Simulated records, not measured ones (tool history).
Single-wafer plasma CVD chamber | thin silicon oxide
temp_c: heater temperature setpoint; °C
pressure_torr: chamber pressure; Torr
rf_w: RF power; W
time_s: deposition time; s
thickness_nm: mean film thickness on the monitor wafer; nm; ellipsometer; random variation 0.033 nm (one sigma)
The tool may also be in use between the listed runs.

Run 1, hour 0: temp_c 390 °C, pressure_torr 0.885 Torr, rf_w 335 W, time_s 3.24 s. Result: thickness_nm 6.4197 nm.
Run 2, hour 4.5: temp_c 390 °C, pressure_torr 0.905 Torr, rf_w 335 W, time_s 3.24 s. Result: thickness_nm 6.549 nm.
Run 3, hour 8: temp_c 384 °C, pressure_torr 0.905 Torr, rf_w 335 W, time_s 3.24 s. Result: thickness_nm 6.559 nm.
Run 4, hour 16.4: temp_c 384 °C, pressure_torr 0.922 Torr, rf_w 335 W, time_s 3.24 s. Result: thickness_nm 6.6591 nm.
Run 5, hour 23.6: temp_c 384 °C, pressure_torr 0.937 Torr, rf_w 335 W, time_s 3.24 s. Result: thickness_nm 6.7861 nm.
Run 6, hour 27.1: temp_c 384 °C, pressure_torr 0.937 Torr, rf_w 375 W, time_s 3.24 s. Result: thickness_nm 7.0012 nm.
Run 7, hour 29.2: temp_c 384 °C, pressure_torr 0.946 Torr, rf_w 375 W, time_s 3.24 s. Result: thickness_nm 7.023 nm.

Forecast run 8:
Run 8, hour 31.2: temp_c 384 °C, pressure_torr 0.955 Torr, rf_w 375 W, time_s 3.24 s. Result: thickness_nm ?.

Run 8 gave thickness_nm 7.1083 nm.

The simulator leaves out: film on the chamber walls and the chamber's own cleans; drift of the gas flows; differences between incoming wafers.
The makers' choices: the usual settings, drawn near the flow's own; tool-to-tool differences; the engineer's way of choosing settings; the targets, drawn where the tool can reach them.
